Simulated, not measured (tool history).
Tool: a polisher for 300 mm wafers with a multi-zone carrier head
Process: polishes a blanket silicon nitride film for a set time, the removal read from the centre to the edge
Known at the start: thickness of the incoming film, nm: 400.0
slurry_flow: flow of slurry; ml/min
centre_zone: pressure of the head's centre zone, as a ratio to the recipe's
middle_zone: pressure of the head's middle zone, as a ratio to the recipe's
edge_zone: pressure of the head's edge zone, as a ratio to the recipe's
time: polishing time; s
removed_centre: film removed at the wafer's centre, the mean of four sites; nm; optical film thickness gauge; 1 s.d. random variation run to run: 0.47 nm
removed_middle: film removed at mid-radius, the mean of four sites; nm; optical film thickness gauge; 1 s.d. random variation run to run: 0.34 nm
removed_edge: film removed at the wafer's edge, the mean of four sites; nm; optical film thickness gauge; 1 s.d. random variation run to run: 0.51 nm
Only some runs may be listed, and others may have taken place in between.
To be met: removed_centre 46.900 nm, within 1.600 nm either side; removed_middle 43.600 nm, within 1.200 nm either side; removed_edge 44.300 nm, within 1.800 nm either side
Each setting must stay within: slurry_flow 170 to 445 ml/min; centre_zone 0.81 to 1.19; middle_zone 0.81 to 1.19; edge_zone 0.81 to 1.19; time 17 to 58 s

Run 1, hour 0.0: slurry_flow 285 ml/min, centre_zone 1.00, middle_zone 1.00, edge_zone 1.00, time 37 s. Result: removed_centre 54.751 nm, removed_middle 52.441 nm, removed_edge 50.917 nm.
Run 2, hour 3.3: slurry_flow 285 ml/min, centre_zone 1.00, middle_zone 0.95, edge_zone 1.00, time 37 s. Result: removed_centre 55.809 nm, removed_middle 50.547 nm, removed_edge 51.348 nm.
Run 3, hour 7.2: slurry_flow 315 ml/min, centre_zone 1.00, middle_zone 0.95, edge_zone 1.00, time 37 s. Result: removed_centre 54.924 nm, removed_middle 50.762 nm, removed_edge 52.203 nm.
Run 4, hour 14.2: slurry_flow 305 ml/min, centre_zone 0.98, middle_zone 0.94, edge_zone 0.98, time 36 s. Result: removed_centre 52.778 nm, removed_middle 48.865 nm, removed_edge 50.367 nm.
Run 5, hour 17.6: slurry_flow 235 ml/min, centre_zone 0.98, middle_zone 0.94, edge_zone 0.98, time 36 s. Result: removed_centre 51.195 nm, removed_middle 47.083 nm, removed_edge 49.025 nm.
Run 6, hour 18.7: slurry_flow 290 ml/min, centre_zone 0.98, middle_zone 0.94, edge_zone 0.98, time 36 s. Result: removed_centre 53.216 nm, removed_middle 48.084 nm, removed_edge 48.314 nm.
Run 7, hour 22.8: slurry_flow 280 ml/min, centre_zone 0.96, middle_zone 0.93, edge_zone 0.98, time 36 s. Result: removed_centre 51.995 nm, removed_middle 47.947 nm, removed_edge 49.199 nm.
Run 8, hour 30.0: slurry_flow 275 ml/min, centre_zone 0.95, middle_zone 0.92, edge_zone 0.96, time 36 s. Result: removed_centre 51.804 nm, removed_middle 47.139 nm, removed_edge 49.711 nm.
Run 9, hour 32.5: slurry_flow 270 ml/min, centre_zone 0.95, middle_zone 0.93, edge_zone 0.95, time 35 s. Result: removed_centre 49.671 nm, removed_middle 46.971 nm, removed_edge 47.394 nm.
Run 10, hour 36.6: slurry_flow 265 ml/min, centre_zone 0.95, middle_zone 0.92, edge_zone 0.94, time 35 s. Result: removed_centre 49.887 nm, removed_middle 46.148 nm, removed_edge 46.712 nm.

Exactly one of the 5 candidate moves below puts every result within its allowed miss. Which one?
Run A, hour 40.7: slurry_flow 245 ml/min, centre_zone 0.89, middle_zone 0.85, edge_zone 0.86, time 35 s. Result: removed_centre ?, removed_middle ?, removed_edge ?.
Run B, hour 40.7: slurry_flow 215 ml/min, centre_zone 1.07, middle_zone 0.84, edge_zone 0.92, time 35 s. Result: removed_centre ?, removed_middle ?, removed_edge ?.
Run C, hour 40.7: slurry_flow 260 ml/min, centre_zone 0.88, middle_zone 0.84, edge_zone 1.19, time 34 s. Result: removed_centre ?, removed_middle ?, removed_edge ?.
Run D, hour 40.7: slurry_flow 300 ml/min, centre_zone 0.96, middle_zone 0.96, edge_zone 1.17, time 32 s. Result: removed_centre ?, removed_middle ?, removed_edge ?.
Run E, hour 40.7: slurry_flow 215 ml/min, centre_zone 0.91, middle_zone 0.88, edge_zone 0.92, time 38 s. Result: removed_centre ?, removed_middle ?, removed_edge ?.

move  removed_centre  removed_middle  removed_edge
   A          47.812          42.856        44.816
   B          54.614          41.986        45.866
   C          46.274          41.411        51.165
   D          47.172          43.838        48.038
   E          52.218          47.339        49.771
A: every result lands within tolerance
B: pushes the last run's worst result past its target
C: pushes the last run's worst result past its target
D: brings the last run's worst result on target, with another outside its allowed miss
E: the biggest miss grows against the last run
The move that meets every target is A.

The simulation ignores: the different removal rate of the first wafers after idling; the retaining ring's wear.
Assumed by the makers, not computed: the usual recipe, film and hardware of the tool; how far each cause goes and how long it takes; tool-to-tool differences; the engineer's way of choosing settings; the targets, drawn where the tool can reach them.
